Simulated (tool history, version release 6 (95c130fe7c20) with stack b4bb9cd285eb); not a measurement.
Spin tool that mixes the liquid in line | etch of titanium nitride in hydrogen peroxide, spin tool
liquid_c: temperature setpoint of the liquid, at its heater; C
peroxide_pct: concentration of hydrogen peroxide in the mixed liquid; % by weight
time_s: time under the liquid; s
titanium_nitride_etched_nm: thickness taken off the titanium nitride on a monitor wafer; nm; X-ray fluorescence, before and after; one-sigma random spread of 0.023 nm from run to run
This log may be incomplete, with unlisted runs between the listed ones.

run	hour	liquid_c	peroxide_pct	time_s	titanium_nitride_etched_nm
1	0.0	48.0	21.5	315	9.9662
2	1.9	45.5	21.5	315	8.2754
3	9.0	45.5	24.0	315	8.4748
4	15.8	43.5	24.0	315	7.2550
5	24.4	42.5	24.0	315	6.7850
6	27.6	42.5	24.0	315	6.7701
7	32.0	41.5	24.0	315	6.2922
8	34.5	41.0	24.0	315	6.0289

Run 9 is up next; what results do you expect?
9	37.4	40.5	24.0	315	?

{"run 9": {"titanium_nitride_etched_nm": 5.7914}}
